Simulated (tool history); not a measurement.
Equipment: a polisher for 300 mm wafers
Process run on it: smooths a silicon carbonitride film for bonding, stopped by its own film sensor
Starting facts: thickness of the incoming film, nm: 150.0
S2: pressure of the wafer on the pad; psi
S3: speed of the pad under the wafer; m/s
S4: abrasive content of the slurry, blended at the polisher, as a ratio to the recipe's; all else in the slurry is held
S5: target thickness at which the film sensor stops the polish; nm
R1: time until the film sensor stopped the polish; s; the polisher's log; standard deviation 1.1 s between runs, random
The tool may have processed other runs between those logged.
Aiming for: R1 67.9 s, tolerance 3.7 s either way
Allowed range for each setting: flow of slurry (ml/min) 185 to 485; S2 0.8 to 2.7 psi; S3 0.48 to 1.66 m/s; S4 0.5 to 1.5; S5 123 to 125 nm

run 1 hour=0 | flow_of_slurry_(ml/min)=310 S2=1.7 S3=1.06 S4=1 S5=125 | R1=104.01
run 2 hour=8.5 | flow_of_slurry_(ml/min)=310 S2=1.7 S3=1.06 S4=1 S5=125 | R1=103.79
run 3 hour=10.3 | flow_of_slurry_(ml/min)=310 S2=1.7 S3=1.06 S4=0.85 S5=125 | R1=111.19
run 4 hour=11.5 | flow_of_slurry_(ml/min)=310 S2=1.7 S3=0.8 S4=0.85 S5=125 | R1=142.27
run 5 hour=13.1 | flow_of_slurry_(ml/min)=310 S2=1.8 S3=0.82 S4=0.85 S5=125 | R1=130.77
run 6 hour=16.8 | flow_of_slurry_(ml/min)=310 S2=1.9 S3=0.84 S4=0.85 S5=125 | R1=121.27
run 7 hour=23.7 | flow_of_slurry_(ml/min)=310 S2=2 S3=0.86 S4=0.85 S5=125 | R1=110.53
run 8 hour=24.4 | flow_of_slurry_(ml/min)=310 S2=2.5 S3=0.94 S4=0.85 S5=125 | R1=83.682
run 9 hour=28.3 | flow_of_slurry_(ml/min)=310 S2=2.5 S3=0.96 S4=0.85 S5=125 | R1=82.68
run 10 hour=36 | flow_of_slurry_(ml/min)=310 S2=2.5 S3=0.98 S4=0.85 S5=125 | R1=80.457
run 11 hour=38.6 | flow_of_slurry_(ml/min)=310 S2=2.5 S3=1 S4=0.85 S5=125 | R1=79.468
run 12 hour=44.2 | flow_of_slurry_(ml/min)=310 S2=2.6 S3=1.04 S4=0.85 S5=125 | R1=75.13

Next run, 4 choices. One meets every target within its allowed miss, the rest don't. Which?
run A hour=49.8 | flow_of_slurry_(ml/min)=235 S2=2.3 S3=1.06 S4=0.95 S5=125 | R1=?
run B hour=49.8 | flow_of_slurry_(ml/min)=310 S2=2.6 S3=1.14 S4=0.85 S5=125 | R1=?
run C hour=49.8 | flow_of_slurry_(ml/min)=355 S2=2.5 S3=1.44 S4=0.75 S5=125 | R1=?
run D hour=49.8 | flow_of_slurry_(ml/min)=410 S2=2.4 S3=1.16 S4=0.95 S5=123 | R1=?

move=A R1=80.292
move=B R1=69.147
move=C R1=62.544
move=D R1=74.603
A: further off than the last run
B: meets every target
C: pushes the last run's worst result past its target
D: better than the last run, though not everything is in spec
Answer: B
